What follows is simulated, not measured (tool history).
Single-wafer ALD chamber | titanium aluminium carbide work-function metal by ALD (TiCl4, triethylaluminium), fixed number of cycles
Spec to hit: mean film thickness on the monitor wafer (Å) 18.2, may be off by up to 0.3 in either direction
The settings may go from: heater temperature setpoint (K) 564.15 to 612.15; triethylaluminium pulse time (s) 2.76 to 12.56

run  hour  heater temperature setpoint (K)  triethylaluminium pulse time (s)  mean film thickness on the monitor wafer (Å)
  1     0                           588.15                              7.66                                        20.653
  2   7.5                           585.15                              7.41                                        20.231
  3  12.2                           579.15                              7.41                                        19.681
  4  16.9                           577.15                              7.29                                        19.513
  5  25.4                           576.15                              7.15                                        19.348
  6  30.5                           583.15                              7.15                                        19.949
  7  32.8                           581.15                              7.01                                        19.744
  8  39.2                           579.15                              6.87                                        19.549
  9  48.2                           577.15                              6.73                                        19.176
 10  55.3                           576.15                              6.67                                        19.091
 11    58                           575.15                              6.61                                        18.991
 12  66.7                           574.15                              6.56                                        18.843

5 candidate next runs follow, results not yet known. Just one meets every target within its allowed miss. Identify it.
  A  75.4                           567.15                              5.55                                             ?
  B  75.4                           566.15                              5.56                                             ?
  C  75.4                           574.15                              7.33                                             ?
  D  75.4                           583.15                              4.46                                             ?
  E  75.4                           570.15                              8.98                                             ?

move  mean film thickness on the monitor wafer (Å)
   A                                        17.517
   B                                        17.434
   C                                        19.146
   D                                        18.022
   E                                        19.337
A: the result that was furthest off in the last run now lies on the other side of its target
B: the result that was furthest off in the last run now lies on the other side of its target
C: moves away from the targets compared with the last run
D: in spec on every target
E: moves away from the targets compared with the last run
Go with D: it meets all targets.
